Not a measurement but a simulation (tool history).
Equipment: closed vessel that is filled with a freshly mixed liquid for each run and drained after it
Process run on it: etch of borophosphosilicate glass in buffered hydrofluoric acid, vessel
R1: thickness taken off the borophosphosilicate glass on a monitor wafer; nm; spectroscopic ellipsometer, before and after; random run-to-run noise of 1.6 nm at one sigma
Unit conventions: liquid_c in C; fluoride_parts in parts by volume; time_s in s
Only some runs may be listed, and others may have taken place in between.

run 1 hour=0 | liquid_c=20 fluoride_parts=17.5 time_s=95 | R1=104.19
run 2 hour=8.8 | liquid_c=20 fluoride_parts=17.5 time_s=105 | R1=117.35
run 3 hour=12.3 | liquid_c=20 fluoride_parts=19.5 time_s=105 | R1=104.41
run 4 hour=21 | liquid_c=22 fluoride_parts=19.5 time_s=105 | R1=115.72
run 5 hour=24.6 | liquid_c=22 fluoride_parts=16.5 time_s=105 | R1=137.22
run 6 hour=29.6 | liquid_c=23 fluoride_parts=16.5 time_s=105 | R1=146.62

Run 7 is up next; what results do you expect?
run 7 hour=38.5 | liquid_c=23.5 fluoride_parts=16.5 time_s=105 | R1=?

Logged for run 7: R1 148.43 nm.
